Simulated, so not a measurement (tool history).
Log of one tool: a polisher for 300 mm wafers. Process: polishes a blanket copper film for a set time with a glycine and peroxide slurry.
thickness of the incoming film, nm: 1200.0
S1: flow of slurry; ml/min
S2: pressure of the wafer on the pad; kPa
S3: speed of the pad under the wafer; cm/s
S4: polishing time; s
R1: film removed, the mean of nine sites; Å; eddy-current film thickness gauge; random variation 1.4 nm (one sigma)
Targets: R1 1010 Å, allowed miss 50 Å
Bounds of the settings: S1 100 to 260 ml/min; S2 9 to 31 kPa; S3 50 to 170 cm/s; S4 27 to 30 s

run  hour   S1    S2   S3  S4      R1
  1     0  165    20  110  30  1963.8
  2   8.2  165  16.5  102  30  1577.4
  3   8.9  165  14.5   98  30  1361.8
  4  10.6  165  14.5   98  27  1238.3
  5  13.8  165  14.5   98  27    1273
  6  15.6  195  14.5   98  27  1278.9
  7  23.2  195  13.1   98  27  1156.3
  8  24.5  195  12.4   98  27  1127.3
  9  25.8  190   9.7   96  27   933.7

5 next moves are on the table. One of them brings every result within its allowed miss. Which?
  A  27.1  205   9.7   76  28   ?
  B  27.1  170     9   84  29   ?
  C  27.1  135  13.1   74  27   ?
  D  27.1  170   9.7  104  27   ?
  E  27.1  195     9   92  27   ?

move      R1
   A  850.41
   B  883.95
   C   920.2
   D  998.23
   E   889.1
A: further off than the last run
B: further off than the last run
C: further off than the last run
D: meets every target
E: further off than the last run
The right move is D.
